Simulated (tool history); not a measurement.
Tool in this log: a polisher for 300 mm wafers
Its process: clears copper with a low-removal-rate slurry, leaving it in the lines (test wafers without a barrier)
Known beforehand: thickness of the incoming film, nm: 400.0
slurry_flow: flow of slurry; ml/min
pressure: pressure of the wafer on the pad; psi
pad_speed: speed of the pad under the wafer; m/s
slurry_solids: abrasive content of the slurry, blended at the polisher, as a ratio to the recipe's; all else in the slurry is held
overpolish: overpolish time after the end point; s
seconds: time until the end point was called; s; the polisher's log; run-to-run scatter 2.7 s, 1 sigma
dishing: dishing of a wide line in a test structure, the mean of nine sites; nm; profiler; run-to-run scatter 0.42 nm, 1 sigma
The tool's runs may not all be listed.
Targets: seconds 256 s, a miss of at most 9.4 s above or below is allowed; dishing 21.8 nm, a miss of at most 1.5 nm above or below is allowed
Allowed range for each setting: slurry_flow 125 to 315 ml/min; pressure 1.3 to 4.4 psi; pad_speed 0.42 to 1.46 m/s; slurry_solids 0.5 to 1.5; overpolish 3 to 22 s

run	hour	slurry_flow	pressure	pad_speed	slurry_solids	overpolish	seconds	dishing
1	0	205	2.8	0.94	1	11	209.1	17.46
2	0.8	205	2.8	0.74	1	11	262.3	13.959
3	8.6	205	2.8	0.74	1	12	263.3	15.228
4	13.4	205	2.8	0.74	1	14	261.25	18.008
5	19.9	205	2.8	0.74	1	15	264.98	18.618
6	25.2	205	2.8	0.56	1	15	339.61	15.089
7	28.8	205	3	0.56	1	15	320.71	15.956
8	36.2	205	3.1	0.56	1	15	306.68	15.432
9	40.2	205	3.2	0.56	1	16	298.69	17.512

Next run, 5 choices. One meets every target within its allowed miss, the rest don't. Which?
A	44.2	210	3.6	0.62	0.75	17	?	?
B	44.2	210	3.2	0.6	0.95	10	?	?
C	44.2	195	3.4	0.48	0.85	14	?	?
D	44.2	215	2.7	0.54	1	16	?	?
E	44.2	155	3.3	0.76	0.85	21	?	?

move	seconds	dishing
A	261.94	21.385
B	285.73	11.929
C	345.87	13.716
D	366.62	14.672
E	238.99	28.108
A: all results in spec
B: misses by more than the last run did
C: misses by more than the last run did
D: misses by more than the last run did
E: pushes the last run's worst result past its target
Move A is the one to make.
